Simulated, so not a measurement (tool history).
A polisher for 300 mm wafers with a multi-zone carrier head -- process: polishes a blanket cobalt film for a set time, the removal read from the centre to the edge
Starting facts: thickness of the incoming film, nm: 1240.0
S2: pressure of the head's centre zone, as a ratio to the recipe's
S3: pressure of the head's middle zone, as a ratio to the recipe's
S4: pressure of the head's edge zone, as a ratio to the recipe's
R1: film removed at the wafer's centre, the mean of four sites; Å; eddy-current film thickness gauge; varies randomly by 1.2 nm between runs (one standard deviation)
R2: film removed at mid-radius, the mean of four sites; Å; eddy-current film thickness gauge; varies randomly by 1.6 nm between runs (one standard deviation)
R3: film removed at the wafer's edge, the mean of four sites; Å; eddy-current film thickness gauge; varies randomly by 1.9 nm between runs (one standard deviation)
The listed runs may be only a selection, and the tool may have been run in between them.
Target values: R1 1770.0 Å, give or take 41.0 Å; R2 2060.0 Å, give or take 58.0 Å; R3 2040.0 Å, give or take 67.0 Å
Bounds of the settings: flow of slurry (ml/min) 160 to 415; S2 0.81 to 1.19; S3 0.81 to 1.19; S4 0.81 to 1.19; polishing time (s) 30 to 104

{"run": 1, "day": 0.0, "flow of slurry (ml/min)": 265, "S2": 1.0, "S3": 1.0, "S4": 1.0, "polishing time (s)": 67, "R1": 2146.1, "R2": 2223.7, "R3": 2365.9}
{"run": 2, "day": 0.096, "flow of slurry (ml/min)": 260, "S2": 0.99, "S3": 1.0, "S4": 0.98, "polishing time (s)": 67, "R1": 2133.4, "R2": 2228.1, "R3": 2291.4}
{"run": 3, "day": 0.188, "flow of slurry (ml/min)": 255, "S2": 0.98, "S3": 1.0, "S4": 0.97, "polishing time (s)": 67, "R1": 2150.8, "R2": 2243.6, "R3": 2264.3}
{"run": 4, "day": 0.479, "flow of slurry (ml/min)": 250, "S2": 0.96, "S3": 1.0, "S4": 0.97, "polishing time (s)": 67, "R1": 2100.4, "R2": 2225.2, "R3": 2305.3}
{"run": 5, "day": 0.504, "flow of slurry (ml/min)": 250, "S2": 0.95, "S3": 1.0, "S4": 0.96, "polishing time (s)": 66, "R1": 2059.8, "R2": 2205.9, "R3": 2266.8}
{"run": 6, "day": 0.775, "flow of slurry (ml/min)": 210, "S2": 0.95, "S3": 1.0, "S4": 0.96, "polishing time (s)": 66, "R1": 2023.6, "R2": 2152.2, "R3": 2206.0}
{"run": 7, "day": 1.1, "flow of slurry (ml/min)": 205, "S2": 0.94, "S3": 1.0, "S4": 0.95, "polishing time (s)": 66, "R1": 1995.8, "R2": 2152.9, "R3": 2261.9}
{"run": 8, "day": 1.158, "flow of slurry (ml/min)": 205, "S2": 0.93, "S3": 1.0, "S4": 0.94, "polishing time (s)": 65, "R1": 1947.7, "R2": 2139.1, "R3": 2187.4}
{"run": 9, "day": 1.521, "flow of slurry (ml/min)": 205, "S2": 0.92, "S3": 1.0, "S4": 0.93, "polishing time (s)": 65, "R1": 1918.2, "R2": 2126.0, "R3": 2181.2}
{"run": 10, "day": 1.842, "flow of slurry (ml/min)": 205, "S2": 0.92, "S3": 1.0, "S4": 0.92, "polishing time (s)": 65, "R1": 1940.0, "R2": 2116.1, "R3": 2183.4}
{"run": 11, "day": 1.896, "flow of slurry (ml/min)": 205, "S2": 0.91, "S3": 1.0, "S4": 0.91, "polishing time (s)": 65, "R1": 1922.0, "R2": 2160.8, "R3": 2146.8}
{"run": 12, "day": 2.004, "flow of slurry (ml/min)": 205, "S2": 0.9, "S3": 1.0, "S4": 0.91, "polishing time (s)": 65, "R1": 1919.6, "R2": 2142.5, "R3": 2162.7}
{"run": 13, "day": 2.067, "flow of slurry (ml/min)": 205, "S2": 0.89, "S3": 1.0, "S4": 0.9, "polishing time (s)": 65, "R1": 1902.6, "R2": 2122.2, "R3": 2143.0}
{"day": 2.104, "done": "edge zone pressure recalibrated"}
{"run": 14, "day": 2.104, "flow of slurry (ml/min)": 205, "S2": 0.88, "S3": 1.0, "S4": 0.9, "polishing time (s)": 65, "R1": 1897.7, "R2": 2130.5, "R3": 2093.1}

5 next moves are on the table. One of them brings every result within its allowed miss. Which?
{"run": "A", "day": 2.142, "flow of slurry (ml/min)": 165, "S2": 0.82, "S3": 0.98, "S4": 1.06, "polishing time (s)": 65, "R1": "?", "R2": "?", "R3": "?"}
{"run": "B", "day": 2.142, "flow of slurry (ml/min)": 225, "S2": 0.89, "S3": 0.97, "S4": 0.89, "polishing time (s)": 64, "R1": "?", "R2": "?", "R3": "?"}
{"run": "C", "day": 2.142, "flow of slurry (ml/min)": 220, "S2": 0.93, "S3": 1.03, "S4": 0.81, "polishing time (s)": 65, "R1": "?", "R2": "?", "R3": "?"}
{"run": "D", "day": 2.142, "flow of slurry (ml/min)": 245, "S2": 0.88, "S3": 0.89, "S4": 0.81, "polishing time (s)": 68, "R1": "?", "R2": "?", "R3": "?"}
{"run": "E", "day": 2.142, "flow of slurry (ml/min)": 205, "S2": 0.84, "S3": 1.01, "S4": 0.92, "polishing time (s)": 63, "R1": "?", "R2": "?", "R3": "?"}

move=A R1=1769.7 R2=2056.4 R3=2194.3
move=B R1=1891.2 R2=2058.4 R3=2056.0
move=C R1=1975.2 R2=2195.2 R3=2013.6
move=D R1=2007.9 R2=2049.2 R3=2123.9
move=E R1=1777.7 R2=2081.3 R3=2036.8
A: the worst result of the last run now meets its target, but another is out of spec
B: closes in on the targets versus the last run, not all within tolerance yet
C: lands further from the targets than the last run did
D: lands further from the targets than the last run did
E: all results land within tolerance of their targets
Correct choice: E, which meets every target
